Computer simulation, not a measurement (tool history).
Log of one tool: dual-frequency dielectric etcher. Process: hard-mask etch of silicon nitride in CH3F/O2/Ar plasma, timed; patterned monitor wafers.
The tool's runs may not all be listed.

run,day,source power (W),bias power (W),etch time (s),mean etch depth across the wafer (Å)
1,0,350,88,157.5,1103.7
2,0.192,350,94,157.5,1129
3,0.521,350,100,157.5,1148.5
4,0.654,350,100,157.5,1142.9
5,0.85,350,84,157.5,1089.5
6,1.2,290,84,157.5,967.75
7,1.308,280,83,157.5,941.68
8,1.454,270,83,157.5,924.31

Predict the results of run 9:
9,1.496,210,72,154.5,?

mean etch depth across the wafer (Å): 692.78
